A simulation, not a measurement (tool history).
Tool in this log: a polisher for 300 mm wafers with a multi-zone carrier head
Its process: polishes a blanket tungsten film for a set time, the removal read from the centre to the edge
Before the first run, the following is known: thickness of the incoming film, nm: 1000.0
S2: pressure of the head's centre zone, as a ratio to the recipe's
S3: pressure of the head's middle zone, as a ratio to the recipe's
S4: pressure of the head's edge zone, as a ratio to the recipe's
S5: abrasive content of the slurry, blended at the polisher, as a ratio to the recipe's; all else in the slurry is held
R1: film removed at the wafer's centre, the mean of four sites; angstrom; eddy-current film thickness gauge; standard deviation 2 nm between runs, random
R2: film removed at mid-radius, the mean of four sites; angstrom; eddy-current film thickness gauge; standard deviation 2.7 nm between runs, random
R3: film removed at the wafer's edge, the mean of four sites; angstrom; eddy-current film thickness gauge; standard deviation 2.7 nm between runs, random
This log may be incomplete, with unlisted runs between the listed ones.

{"run": 1, "day": 0.0, "flow of slurry (ml/min)": 190, "S2": 1.0, "S3": 1.0, "S4": 1.0, "S5": 1.0, "polishing time (s)": 50, "R1": 2419.6, "R2": 2476.7, "R3": 2415.5}
{"run": 2, "day": 0.117, "flow of slurry (ml/min)": 175, "S2": 1.0, "S3": 1.0, "S4": 1.0, "S5": 1.0, "polishing time (s)": 50, "R1": 2403.8, "R2": 2529.5, "R3": 2374.0}
{"run": 3, "day": 0.279, "flow of slurry (ml/min)": 170, "S2": 0.95, "S3": 1.0, "S4": 1.0, "S5": 0.85, "polishing time (s)": 48, "R1": 2075.9, "R2": 2245.9, "R3": 2155.9}
{"run": 4, "day": 0.375, "flow of slurry (ml/min)": 165, "S2": 0.91, "S3": 1.01, "S4": 0.99, "S5": 0.8, "polishing time (s)": 47, "R1": 1910.1, "R2": 2139.5, "R3": 2070.2}
{"run": 5, "day": 0.4, "flow of slurry (ml/min)": 160, "S2": 0.88, "S3": 1.03, "S4": 0.98, "S5": 0.75, "polishing time (s)": 47, "R1": 1788.0, "R2": 2090.7, "R3": 1897.3}
{"run": 6, "day": 0.467, "flow of slurry (ml/min)": 160, "S2": 0.83, "S3": 1.03, "S4": 0.98, "S5": 0.75, "polishing time (s)": 47, "R1": 1668.7, "R2": 2070.8, "R3": 2010.0}
{"run": 7, "day": 0.533, "flow of slurry (ml/min)": 155, "S2": 0.83, "S3": 1.04, "S4": 0.97, "S5": 0.75, "polishing time (s)": 47, "R1": 1654.1, "R2": 2091.6, "R3": 1934.7}

For run 8, what comes out?
{"run": 8, "day": 0.875, "flow of slurry (ml/min)": 150, "S2": 0.83, "S3": 1.04, "S4": 0.96, "S5": 0.75, "polishing time (s)": 47, "R1": "?", "R2": "?", "R3": "?"}

{"run 8": {"R1": 1663.6, "R2": 2119.6, "R3": 1964.4}}

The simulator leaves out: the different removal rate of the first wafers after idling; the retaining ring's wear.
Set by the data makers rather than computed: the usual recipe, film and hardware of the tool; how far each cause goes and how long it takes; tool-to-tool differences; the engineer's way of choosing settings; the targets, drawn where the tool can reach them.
